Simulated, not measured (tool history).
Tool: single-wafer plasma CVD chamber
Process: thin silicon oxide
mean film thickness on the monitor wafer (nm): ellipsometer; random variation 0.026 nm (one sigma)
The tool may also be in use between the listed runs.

| run | hour | heater temperature setpoint (°C) | chamber pressure (mTorr) | RF power (kW) | deposition time (s) | mean film thickness on the monitor wafer (nm) |
|---|---|---|---|---|---|---|
| 1 | 0.0 | 405 | 716 | 0.250 | 2.58 | 3.9377 |
| 2 | 3.9 | 405 | 752 | 0.250 | 2.58 | 4.1446 |
| 3 | 8.4 | 405 | 780 | 0.250 | 2.58 | 4.3091 |
| 4 | 9.6 | 405 | 732 | 0.250 | 2.58 | 4.0890 |
| 5 | 11.7 | 405 | 627 | 0.250 | 2.58 | 3.5028 |
| 6 | 19.4 | 405 | 627 | 0.250 | 2.45 | 3.3378 |
| 7 | 27.9 | 405 | 770 | 0.255 | 2.45 | 4.1004 |
| 8 | 35.5 | 405 | 802 | 0.255 | 2.45 | 4.2453 |
| 9 | 38.7 | 405 | 829 | 0.255 | 2.45 | 4.3784 |
| 10 | 41.4 | 405 | 851 | 0.255 | 2.45 | 4.4755 |
| 11 | 48.4 | 405 | 870 | 0.255 | 2.45 | 4.5796 |
| 12 | 56.5 | 405 | 885 | 0.255 | 2.45 | 4.5982 |
| 13 | 64.8 | 405 | 901 | 0.255 | 2.45 | 4.6903 |

Run 14 comes next. What will it give?
| 14 | 69.0 | 405 | 913 | 0.255 | 2.45 | ? |

mean film thickness on the monitor wafer (nm): 4.7453

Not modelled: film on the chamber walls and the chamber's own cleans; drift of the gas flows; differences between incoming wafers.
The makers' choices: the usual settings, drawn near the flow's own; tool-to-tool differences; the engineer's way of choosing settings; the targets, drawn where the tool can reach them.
